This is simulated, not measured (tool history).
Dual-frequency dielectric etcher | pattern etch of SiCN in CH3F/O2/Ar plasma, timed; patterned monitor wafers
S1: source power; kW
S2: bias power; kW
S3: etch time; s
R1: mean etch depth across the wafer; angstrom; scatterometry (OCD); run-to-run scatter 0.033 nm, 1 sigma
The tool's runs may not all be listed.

run    day     S1     S2    S3      R1
  1  0.000  0.520  0.077  41.5  167.19
  2  0.083  0.520  0.071  41.5  160.05
  3  0.404  0.510  0.071  41.5  158.83
  4  0.746  0.510  0.071  41.5  159.42
  5  0.767  0.510  0.081  41.5  168.68
  6  1.067  0.510  0.073  41.5  161.33
  7  1.279  0.500  0.073  41.5  159.95
  8  1.617  0.490  0.073  41.5  158.60
  9  1.658  0.480  0.073  41.5  157.33

Run 10 comes next. What will it give?
 10  1.829  0.470  0.073  41.5   ?

Run 10 measured R1 156.91 angstrom.
